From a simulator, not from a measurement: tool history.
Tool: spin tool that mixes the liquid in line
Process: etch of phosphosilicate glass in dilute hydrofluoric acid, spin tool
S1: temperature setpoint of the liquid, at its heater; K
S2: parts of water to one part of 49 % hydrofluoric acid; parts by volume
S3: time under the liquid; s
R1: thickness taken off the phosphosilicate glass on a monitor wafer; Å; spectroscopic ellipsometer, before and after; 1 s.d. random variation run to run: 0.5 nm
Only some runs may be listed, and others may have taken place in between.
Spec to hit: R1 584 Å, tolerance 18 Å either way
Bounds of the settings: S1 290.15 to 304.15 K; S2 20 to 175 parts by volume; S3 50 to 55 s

run  hour      S1  S2  S3      R1
  1     0  296.15  95  50  658.82
  2   5.9  296.15  65  50   994.9
  3  12.5  296.15  65  50  987.19
  4  17.5  296.15  80  50  796.37
  5  24.8  294.65  80  50  747.41
  6  29.9  298.15  80  50  863.48
  7  35.7  296.15  85  50  747.12
  8  39.4  294.65  85  50   703.6

Next run, 4 choices. One meets every target within its allowed miss, the rest don't. Which?
  A  43.1  292.15  70  55   ?
  B  43.1  295.65  90  55   ?
  C  43.1  292.65  75  55   ?
  D  43.1  293.15  95  50   ?

move      R1
   A  852.83
   B  748.83
   C  808.26
   D  578.97
A: further off than the last run
B: further off than the last run
C: further off than the last run
D: every result lands within tolerance
The right move is D.
